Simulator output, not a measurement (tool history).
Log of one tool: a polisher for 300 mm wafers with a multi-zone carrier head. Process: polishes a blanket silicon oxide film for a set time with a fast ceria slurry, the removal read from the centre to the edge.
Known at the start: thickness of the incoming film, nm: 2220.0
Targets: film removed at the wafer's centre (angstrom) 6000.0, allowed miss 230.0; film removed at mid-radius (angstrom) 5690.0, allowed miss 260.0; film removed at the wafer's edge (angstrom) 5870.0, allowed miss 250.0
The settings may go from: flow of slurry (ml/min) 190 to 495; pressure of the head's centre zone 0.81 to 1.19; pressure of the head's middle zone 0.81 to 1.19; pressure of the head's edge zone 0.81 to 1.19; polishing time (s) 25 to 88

run  hour  flow of slurry (ml/min)  pressure of the head's centre zone  pressure of the head's middle zone  pressure of the head's edge zone  polishing time (s)  film removed at the wafer's centre (angstrom)  film removed at mid-radius (angstrom)  film removed at the wafer's edge (angstrom)
  1   0.0                      320                                1.00                                1.00                              1.00                  56                                         8288.7                                 7903.0                                       8141.5
  2   3.3                      320                                1.00                                0.92                              1.00                  56                                         8299.3                                 7627.5                                       8118.7
  3   6.5                      320                                1.00                                0.92                              0.93                  56                                         8278.4                                 7530.3                                       8018.5
  4  12.2                      320                                1.00                                0.93                              0.92                  50                                         7574.9                                 6712.0                                       7116.8
  5  19.6                      320                                1.00                                0.93                              0.97                  50                                         7434.3                                 6601.0                                       7205.1
  6  22.8                      255                                1.00                                0.93                              0.97                  50                                         7208.3                                 6590.3                                       7039.5
  7  31.6                      250                                0.99                                0.95                              0.95                  47                                         6738.1                                 6368.0                                       6676.3
  8  38.6                      250                                0.99                                0.95                              0.95                  47                                         6845.3                                 6435.9                                       6690.5
  9  40.2                      245                                0.98                                0.95                              0.94                  45                                         6363.3                                 5937.9                                       6242.9
 10  45.1                      245                                0.98                                0.95                              0.94                  45                                         6331.4                                 5987.7                                       6322.2
 11  45.7                      245                                0.98                                0.95                              0.92                  44                                         6313.9                                 5923.1                                       6171.5

4 next moves are on the table. One of them brings every result within its allowed miss. Which?
  A  46.3                      225                                1.03                                1.04                              0.87                  47                                              ?                                      ?                                            ?
  B  46.3                      205                                0.94                                1.10                              0.89                  45                                              ?                                      ?                                            ?
  C  46.3                      410                                1.01                                0.98                              0.99                  40                                              ?                                      ?                                            ?
  D  46.3                      235                                1.18                                1.06                              0.94                  40                                              ?                                      ?                                            ?

move  film removed at the wafer's centre (angstrom)  film removed at mid-radius (angstrom)  film removed at the wafer's edge (angstrom)
   A                                         6973.1                                 6794.5                                       6291.0
   B                                         6031.2                                 6739.4                                       6033.4
   C                                         6126.0                                 5788.5                                       5853.6
   D                                         6836.3                                 5886.9                                       5538.6
A: further off than the last run
B: brings the result that was furthest off to its target, and leaves another outside
C: meets every target
D: further off than the last run
Answer: C
